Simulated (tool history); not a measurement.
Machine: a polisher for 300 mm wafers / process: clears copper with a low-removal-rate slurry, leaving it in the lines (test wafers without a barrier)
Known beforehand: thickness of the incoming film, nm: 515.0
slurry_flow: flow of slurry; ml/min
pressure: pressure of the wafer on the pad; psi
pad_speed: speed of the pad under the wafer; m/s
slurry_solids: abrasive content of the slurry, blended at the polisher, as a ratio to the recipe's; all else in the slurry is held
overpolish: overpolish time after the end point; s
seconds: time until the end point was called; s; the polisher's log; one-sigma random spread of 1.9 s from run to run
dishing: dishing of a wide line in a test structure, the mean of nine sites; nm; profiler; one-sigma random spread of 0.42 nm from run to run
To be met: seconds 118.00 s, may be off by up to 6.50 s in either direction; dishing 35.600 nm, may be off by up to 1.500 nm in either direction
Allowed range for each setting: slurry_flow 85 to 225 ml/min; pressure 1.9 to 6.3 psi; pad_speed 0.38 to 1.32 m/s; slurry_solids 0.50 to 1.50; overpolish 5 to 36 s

run 1 hour=0.0 | slurry_flow=145 pressure=4.1 pad_speed=0.84 slurry_solids=1.00 overpolish=18 | seconds=152.33 dishing=40.931
run 2 hour=5.5 | slurry_flow=150 pressure=4.3 pad_speed=0.84 slurry_solids=1.00 overpolish=16 | seconds=145.28 dishing=38.664
run 3 hour=9.7 | slurry_flow=155 pressure=4.5 pad_speed=0.84 slurry_solids=1.00 overpolish=15 | seconds=136.43 dishing=38.275
run 4 hour=11.3 | slurry_flow=155 pressure=5.1 pad_speed=0.84 slurry_solids=1.00 overpolish=15 | seconds=122.40 dishing=42.786
run 5 hour=14.3 | slurry_flow=160 pressure=5.1 pad_speed=0.84 slurry_solids=1.00 overpolish=14 | seconds=120.61 dishing=40.238
run 6 hour=22.6 | slurry_flow=160 pressure=5.1 pad_speed=0.84 slurry_solids=1.00 overpolish=21 | seconds=118.58 dishing=54.846
run 7 hour=23.8 | slurry_flow=165 pressure=5.1 pad_speed=0.84 slurry_solids=1.00 overpolish=19 | seconds=118.24 dishing=51.837
run 8 hour=32.1 | slurry_flow=170 pressure=5.1 pad_speed=0.84 slurry_solids=1.00 overpolish=17 | seconds=121.33 dishing=48.187
run 9 hour=37.1 | slurry_flow=155 pressure=5.1 pad_speed=0.84 slurry_solids=1.00 overpolish=16 | seconds=118.73 dishing=44.894
run 10 hour=43.8 | slurry_flow=155 pressure=5.1 pad_speed=0.84 slurry_solids=1.00 overpolish=15 | seconds=120.40 dishing=42.178
run 11 hour=51.2 | slurry_flow=150 pressure=5.2 pad_speed=0.84 slurry_solids=1.00 overpolish=14 | seconds=120.74 dishing=41.430
run 12 hour=55.6 | slurry_flow=155 pressure=5.2 pad_speed=0.84 slurry_solids=1.00 overpolish=13 | seconds=117.51 dishing=38.484

5 next moves are on the table. One of them brings every result within its allowed miss. Which?
run A hour=60.0 | slurry_flow=145 pressure=5.0 pad_speed=0.84 slurry_solids=1.25 overpolish=13 | seconds=? dishing=?
run B hour=60.0 | slurry_flow=150 pressure=5.8 pad_speed=0.74 slurry_solids=1.15 overpolish=12 | seconds=? dishing=?
run C hour=60.0 | slurry_flow=95 pressure=4.1 pad_speed=1.18 slurry_solids=1.05 overpolish=14 | seconds=? dishing=?
run D hour=60.0 | slurry_flow=150 pressure=5.3 pad_speed=0.84 slurry_solids=0.95 overpolish=13 | seconds=? dishing=?
run E hour=60.0 | slurry_flow=165 pressure=5.2 pad_speed=0.88 slurry_solids=1.00 overpolish=13 | seconds=? dishing=?

move=A seconds=118.69 dishing=38.719
move=B seconds=117.39 dishing=36.738
move=C seconds=119.09 dishing=40.642
move=D seconds=117.90 dishing=39.044
move=E seconds=111.70 dishing=40.827
A: lands further from the targets than the last run did
B: all results in spec
C: lands further from the targets than the last run did
D: lands further from the targets than the last run did
E: lands further from the targets than the last run did
B meets every target.
